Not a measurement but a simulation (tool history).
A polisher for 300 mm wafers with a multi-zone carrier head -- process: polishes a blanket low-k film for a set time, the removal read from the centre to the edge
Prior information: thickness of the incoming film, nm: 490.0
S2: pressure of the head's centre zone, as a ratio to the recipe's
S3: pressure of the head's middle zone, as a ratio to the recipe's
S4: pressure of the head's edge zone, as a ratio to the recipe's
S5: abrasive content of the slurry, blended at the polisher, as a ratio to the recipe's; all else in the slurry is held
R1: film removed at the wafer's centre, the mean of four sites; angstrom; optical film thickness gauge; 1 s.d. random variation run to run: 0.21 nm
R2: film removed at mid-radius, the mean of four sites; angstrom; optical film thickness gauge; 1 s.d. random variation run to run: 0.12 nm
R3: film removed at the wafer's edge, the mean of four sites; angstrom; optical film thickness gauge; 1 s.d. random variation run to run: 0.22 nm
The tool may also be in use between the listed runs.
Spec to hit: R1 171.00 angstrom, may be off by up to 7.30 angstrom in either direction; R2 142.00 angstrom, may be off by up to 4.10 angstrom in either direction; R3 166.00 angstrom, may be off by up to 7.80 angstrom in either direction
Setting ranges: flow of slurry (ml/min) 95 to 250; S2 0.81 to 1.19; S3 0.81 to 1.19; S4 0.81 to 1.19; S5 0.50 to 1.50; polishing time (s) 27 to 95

{"run": 1, "hour": 0.0, "flow of slurry (ml/min)": 160, "S2": 1.0, "S3": 1.0, "S4": 1.0, "S5": 1.0, "polishing time (s)": 61, "R1": 318.61, "R2": 313.41, "R3": 312.44}
{"run": 2, "hour": 2.9, "flow of slurry (ml/min)": 155, "S2": 1.0, "S3": 0.98, "S4": 1.0, "S5": 0.95, "polishing time (s)": 59, "R1": 291.25, "R2": 289.71, "R3": 288.26}
{"run": 3, "hour": 10.5, "flow of slurry (ml/min)": 150, "S2": 1.02, "S3": 0.96, "S4": 1.02, "S5": 0.9, "polishing time (s)": 57, "R1": 277.08, "R2": 264.62, "R3": 285.79}
{"run": 4, "hour": 11.6, "flow of slurry (ml/min)": 150, "S2": 1.02, "S3": 0.96, "S4": 1.02, "S5": 1.05, "polishing time (s)": 57, "R1": 304.65, "R2": 283.08, "R3": 298.3}
{"run": 5, "hour": 12.7, "flow of slurry (ml/min)": 150, "S2": 1.02, "S3": 0.96, "S4": 1.02, "S5": 1.05, "polishing time (s)": 44, "R1": 231.85, "R2": 222.0, "R3": 232.44}
{"run": 6, "hour": 16.0, "flow of slurry (ml/min)": 145, "S2": 1.03, "S3": 0.94, "S4": 1.0, "S5": 1.0, "polishing time (s)": 44, "R1": 227.96, "R2": 211.29, "R3": 221.27}
{"run": 7, "hour": 17.2, "flow of slurry (ml/min)": 140, "S2": 1.03, "S3": 0.93, "S4": 0.99, "S5": 0.95, "polishing time (s)": 44, "R1": 222.58, "R2": 203.47, "R3": 219.56}
{"run": 8, "hour": 23.4, "flow of slurry (ml/min)": 140, "S2": 1.03, "S3": 0.92, "S4": 0.97, "S5": 0.9, "polishing time (s)": 44, "R1": 215.84, "R2": 198.64, "R3": 210.7}
{"run": 9, "hour": 25.9, "flow of slurry (ml/min)": 110, "S2": 1.07, "S3": 0.82, "S4": 1.01, "S5": 0.65, "polishing time (s)": 41, "R1": 162.94, "R2": 134.1, "R3": 161.59}
{"run": 10, "hour": 30.8, "flow of slurry (ml/min)": 115, "S2": 1.07, "S3": 0.82, "S4": 1.01, "S5": 0.65, "polishing time (s)": 41, "R1": 167.36, "R2": 133.29, "R3": 162.98}

5 candidate next runs follow, results not yet known. Just one meets every target within its allowed miss. Identify it.
{"run": "A", "hour": 35.7, "flow of slurry (ml/min)": 120, "S2": 1.04, "S3": 0.81, "S4": 1.05, "S5": 0.7, "polishing time (s)": 38, "R1": "?", "R2": "?", "R3": "?"}
{"run": "B", "hour": 35.7, "flow of slurry (ml/min)": 95, "S2": 1.09, "S3": 0.86, "S4": 0.99, "S5": 0.6, "polishing time (s)": 45, "R1": "?", "R2": "?", "R3": "?"}
{"run": "C", "hour": 35.7, "flow of slurry (ml/min)": 95, "S2": 0.99, "S3": 0.85, "S4": 1.1, "S5": 0.6, "polishing time (s)": 45, "R1": "?", "R2": "?", "R3": "?"}
{"run": "D", "hour": 35.7, "flow of slurry (ml/min)": 95, "S2": 1.0, "S3": 0.91, "S4": 1.06, "S5": 1.0, "polishing time (s)": 33, "R1": "?", "R2": "?", "R3": "?"}
{"run": "E", "hour": 35.7, "flow of slurry (ml/min)": 95, "S2": 1.06, "S3": 0.82, "S4": 0.97, "S5": 0.6, "polishing time (s)": 44, "R1": "?", "R2": "?", "R3": "?"}

move=A R1=158.24 R2=128.10 R3=162.26
move=B R1=169.97 R2=139.67 R3=165.23
move=C R1=157.25 R2=138.37 R3=174.07
move=D R1=156.03 R2=144.04 R3=167.98
move=E R1=162.42 R2=131.36 R3=160.08
A: misses by more than the last run did
B: all results land within tolerance of their targets
C: the worst result of the last run now meets its target, but another is out of spec
D: the worst result of the last run now meets its target, but another is out of spec
E: misses by more than the last run did
Correct choice: B, which meets every target
